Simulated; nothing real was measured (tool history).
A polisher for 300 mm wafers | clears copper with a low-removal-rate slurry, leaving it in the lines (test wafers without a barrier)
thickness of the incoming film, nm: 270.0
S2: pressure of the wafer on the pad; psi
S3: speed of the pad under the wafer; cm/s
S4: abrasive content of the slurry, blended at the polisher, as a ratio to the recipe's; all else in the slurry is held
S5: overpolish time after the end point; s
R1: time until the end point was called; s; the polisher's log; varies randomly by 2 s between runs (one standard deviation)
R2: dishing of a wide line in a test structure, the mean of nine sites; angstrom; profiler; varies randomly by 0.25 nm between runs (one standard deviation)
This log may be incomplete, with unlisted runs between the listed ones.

{"run": 1, "day": 0.0, "flow of slurry (ml/min)": 145, "S2": 2.0, "S3": 102, "S4": 1.0, "S5": 14, "R1": 116.35, "R2": 172.39}
{"run": 2, "day": 0.1, "flow of slurry (ml/min)": 140, "S2": 1.7, "S3": 100, "S4": 1.0, "S5": 15, "R1": 138.26, "R2": 160.46}
{"run": 3, "day": 0.292, "flow of slurry (ml/min)": 140, "S2": 1.7, "S3": 90, "S4": 1.0, "S5": 15, "R1": 152.74, "R2": 150.12}
{"run": 4, "day": 0.667, "flow of slurry (ml/min)": 140, "S2": 1.7, "S3": 90, "S4": 1.0, "S5": 10, "R1": 152.55, "R2": 108.16}
{"run": 5, "day": 0.708, "flow of slurry (ml/min)": 140, "S2": 1.7, "S3": 90, "S4": 0.8, "S5": 10, "R1": 159.87, "R2": 101.87}
{"run": 6, "day": 0.783, "flow of slurry (ml/min)": 140, "S2": 1.7, "S3": 90, "S4": 0.8, "S5": 13, "R1": 162.96, "R2": 127.78}
{"day": 1.012, "done": "head pressure recalibrated"}
{"run": 7, "day": 1.012, "flow of slurry (ml/min)": 135, "S2": 1.6, "S3": 90, "S4": 0.8, "S5": 14, "R1": 186.87, "R2": 121.13}
{"run": 8, "day": 1.054, "flow of slurry (ml/min)": 125, "S2": 1.6, "S3": 90, "S4": 0.8, "S5": 15, "R1": 190.56, "R2": 127.39}
{"run": 9, "day": 1.342, "flow of slurry (ml/min)": 100, "S2": 1.3, "S3": 90, "S4": 0.8, "S5": 17, "R1": 246.45, "R2": 108.15}
{"run": 10, "day": 1.542, "flow of slurry (ml/min)": 105, "S2": 1.3, "S3": 90, "S4": 0.8, "S5": 17, "R1": 239.19, "R2": 112.88}

Run 11 comes next. What will it give?
{"run": 11, "day": 1.85, "flow of slurry (ml/min)": 110, "S2": 1.3, "S3": 90, "S4": 0.8, "S5": 17, "R1": "?", "R2": "?"}

{"run 11": {"R1": 238.32, "R2": 118.98}}
